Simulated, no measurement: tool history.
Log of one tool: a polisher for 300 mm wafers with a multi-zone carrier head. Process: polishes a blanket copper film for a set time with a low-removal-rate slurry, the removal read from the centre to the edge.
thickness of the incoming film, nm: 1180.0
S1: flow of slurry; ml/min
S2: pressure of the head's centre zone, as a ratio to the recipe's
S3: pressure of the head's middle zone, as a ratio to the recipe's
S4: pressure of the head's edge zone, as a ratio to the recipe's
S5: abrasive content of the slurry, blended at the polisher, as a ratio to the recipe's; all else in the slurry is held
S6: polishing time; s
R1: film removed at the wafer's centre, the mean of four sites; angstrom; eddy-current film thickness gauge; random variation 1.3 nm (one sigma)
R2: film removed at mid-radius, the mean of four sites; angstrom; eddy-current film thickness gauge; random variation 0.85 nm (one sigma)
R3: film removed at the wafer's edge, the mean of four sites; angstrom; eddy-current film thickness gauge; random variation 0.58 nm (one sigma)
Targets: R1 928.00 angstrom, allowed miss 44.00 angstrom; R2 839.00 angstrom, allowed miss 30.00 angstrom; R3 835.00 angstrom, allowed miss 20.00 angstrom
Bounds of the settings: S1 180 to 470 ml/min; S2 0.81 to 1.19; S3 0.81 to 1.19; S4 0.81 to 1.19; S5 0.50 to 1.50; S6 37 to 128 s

Run 1, hour 0.0: S1 300 ml/min, S2 1.00, S3 1.00, S4 1.00, S5 1.00, S6 82 s. Result: R1 1169.70 angstrom, R2 1195.30 angstrom, R3 1219.00 angstrom.
Run 2, hour 5.3: S1 300 ml/min, S2 1.00, S3 1.00, S4 1.00, S5 1.00, S6 71 s. Result: R1 1027.90 angstrom, R2 1029.70 angstrom, R3 1079.10 angstrom.
Run 3, hour 7.8: S1 300 ml/min, S2 1.00, S3 1.06, S4 1.00, S5 1.00, S6 71 s. Result: R1 1045.60 angstrom, R2 1071.50 angstrom, R3 1065.90 angstrom.
Run 4, hour 13.9: S1 300 ml/min, S2 1.00, S3 1.11, S4 1.00, S5 1.00, S6 71 s. Result: R1 1034.40 angstrom, R2 1131.50 angstrom, R3 1074.20 angstrom.
Run 5, hour 21.8: S1 300 ml/min, S2 1.00, S3 1.11, S4 1.00, S5 0.85, S6 71 s. Result: R1 1011.10 angstrom, R2 1098.60 angstrom, R3 1043.40 angstrom.
Run 6, hour 29.8: S1 300 ml/min, S2 1.00, S3 1.11, S4 1.04, S5 0.85, S6 71 s. Result: R1 978.90 angstrom, R2 1088.00 angstrom, R3 1059.40 angstrom.
Run 7, hour 32.5: S1 300 ml/min, S2 1.00, S3 1.09, S4 1.02, S5 0.80, S6 70 s. Result: R1 974.75 angstrom, R2 1047.80 angstrom, R3 1013.70 angstrom.
At hour 39.8: slurry nozzle cleaned.
Run 8, hour 39.8: S1 300 ml/min, S2 1.00, S3 1.07, S4 1.00, S5 0.75, S6 70 s. Result: R1 1034.40 angstrom, R2 1091.30 angstrom, R3 1058.90 angstrom.
Run 9, hour 45.1: S1 300 ml/min, S2 1.01, S3 1.07, S4 1.00, S5 0.75, S6 68 s. Result: R1 981.00 angstrom, R2 1050.50 angstrom, R3 1032.90 angstrom.
Run 10, hour 53.1: S1 300 ml/min, S2 1.03, S3 1.07, S4 0.99, S5 0.75, S6 65 s. Result: R1 999.76 angstrom, R2 1008.50 angstrom, R3 966.64 angstrom.
Run 11, hour 54.0: S1 270 ml/min, S2 1.01, S3 0.97, S4 0.89, S5 0.50, S6 64 s. Result: R1 884.62 angstrom, R2 848.69 angstrom, R3 859.61 angstrom.

Which of these 5 next moves meets every target?
Run A, hour 54.9: S1 185 ml/min, S2 1.08, S3 0.97, S4 0.95, S5 0.55, S6 65 s. Result: R1 ?, R2 ?, R3 ?.
Run B, hour 54.9: S1 395 ml/min, S2 0.99, S3 0.99, S4 0.90, S5 0.55, S6 58 s. Result: R1 ?, R2 ?, R3 ?.
Run C, hour 54.9: S1 240 ml/min, S2 1.04, S3 0.97, S4 0.87, S5 0.50, S6 67 s. Result: R1 ?, R2 ?, R3 ?.
Run D, hour 54.9: S1 300 ml/min, S2 1.00, S3 1.06, S4 1.00, S5 0.65, S6 57 s. Result: R1 ?, R2 ?, R3 ?.
Run E, hour 54.9: S1 265 ml/min, S2 1.07, S3 0.96, S4 0.86, S5 0.65, S6 61 s. Result: R1 ?, R2 ?, R3 ?.

move      R1      R2      R3
   A  921.15  834.54  866.28
   B  827.36  825.20  804.01
   C  940.31  881.53  871.18
   D  819.44  858.73  832.54
   E  924.76  834.07  825.14
A: further off than the last run
B: takes the result that was furthest off past its target
C: further off than the last run
D: brings the result that was furthest off to its target, and leaves another outside
E: meets every target
Move E is the one to make.
